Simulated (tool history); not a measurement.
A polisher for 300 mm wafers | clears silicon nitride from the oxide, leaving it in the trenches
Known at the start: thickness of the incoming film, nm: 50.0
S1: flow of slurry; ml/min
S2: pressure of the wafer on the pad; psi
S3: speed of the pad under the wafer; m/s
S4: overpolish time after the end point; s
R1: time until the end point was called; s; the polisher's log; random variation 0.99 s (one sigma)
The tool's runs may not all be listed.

{"run": 1, "hour": 0.0, "S1": 140, "S2": 2.4, "S3": 0.8, "S4": 20, "R1": 75.641}
{"run": 2, "hour": 7.4, "S1": 140, "S2": 2.4, "S3": 0.8, "S4": 20, "R1": 75.637}
{"run": 3, "hour": 13.3, "S1": 140, "S2": 2.1, "S3": 0.8, "S4": 20, "R1": 83.83}
{"run": 4, "hour": 15.5, "S1": 135, "S2": 1.9, "S3": 0.8, "S4": 20, "R1": 92.336}
{"run": 5, "hour": 16.9, "S1": 135, "S2": 2.3, "S3": 0.8, "S4": 20, "R1": 77.864}
{"run": 6, "hour": 22.9, "S1": 135, "S2": 2.3, "S3": 0.8, "S4": 20, "R1": 79.724}
{"run": 7, "hour": 29.4, "S1": 125, "S2": 2.1, "S3": 0.8, "S4": 20, "R1": 86.406}
{"run": 8, "hour": 34.4, "S1": 120, "S2": 1.9, "S3": 0.8, "S4": 20, "R1": 94.727}
{"run": 9, "hour": 42.8, "S1": 115, "S2": 1.8, "S3": 0.8, "S4": 20, "R1": 98.47}
{"run": 10, "hour": 46.4, "S1": 110, "S2": 1.7, "S3": 0.8, "S4": 20, "R1": 103.68}
{"run": 11, "hour": 54.1, "S1": 105, "S2": 1.6, "S3": 0.8, "S4": 20, "R1": 109.56}

Run 12 comes next. What will it give?
{"run": 12, "hour": 58.6, "S1": 105, "S2": 1.6, "S3": 0.8, "S4": 20, "R1": "?"}

{"run 12": {"R1": 110.23}}

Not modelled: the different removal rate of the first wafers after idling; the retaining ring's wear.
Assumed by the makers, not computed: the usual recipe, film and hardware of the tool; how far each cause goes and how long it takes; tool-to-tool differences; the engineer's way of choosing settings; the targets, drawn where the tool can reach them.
